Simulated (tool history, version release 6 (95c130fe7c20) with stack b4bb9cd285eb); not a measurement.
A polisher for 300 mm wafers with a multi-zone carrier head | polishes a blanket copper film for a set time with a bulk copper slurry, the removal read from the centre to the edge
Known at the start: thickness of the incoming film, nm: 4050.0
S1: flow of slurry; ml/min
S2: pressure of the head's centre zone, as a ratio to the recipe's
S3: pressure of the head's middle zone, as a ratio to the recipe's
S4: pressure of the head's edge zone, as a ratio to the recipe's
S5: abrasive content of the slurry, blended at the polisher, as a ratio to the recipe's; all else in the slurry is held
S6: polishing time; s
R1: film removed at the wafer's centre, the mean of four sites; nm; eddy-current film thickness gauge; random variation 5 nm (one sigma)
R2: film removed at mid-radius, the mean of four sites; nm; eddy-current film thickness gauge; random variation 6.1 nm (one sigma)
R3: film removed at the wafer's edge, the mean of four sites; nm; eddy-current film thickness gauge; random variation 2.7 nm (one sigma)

run,hour,S1,S2,S3,S4,S5,S6,R1,R2,R3
1,0,180,1,1,1,1,72,403.34,393.67,401.22
2,4.3,180,1,1,1,0.9,72,393.67,392.31,390.3
3,5.2,190,1.02,1,1,0.9,72,402.25,390.35,390.12
4,10.7,190,1.02,1,1,1,72,417.12,395.01,401.8
5,16.7,195,1.03,1.01,1,1,72,420.27,404.19,401.56
6,19.4,195,1.03,1.01,1,1.15,72,437.03,412.93,414.03
7,21.1,200,1.04,1.01,1,1.15,72,442.15,408.56,418.54
8,27.8,205,1.05,1.02,1,1.15,72,451.98,422.05,414.55

Run 9 comes next. What will it give?
9,30.2,210,1.06,1.02,1,1.15,72,?,?,?

{"run 9": {"R1": 448.16, "R2": 415.6, "R3": 419.22}}
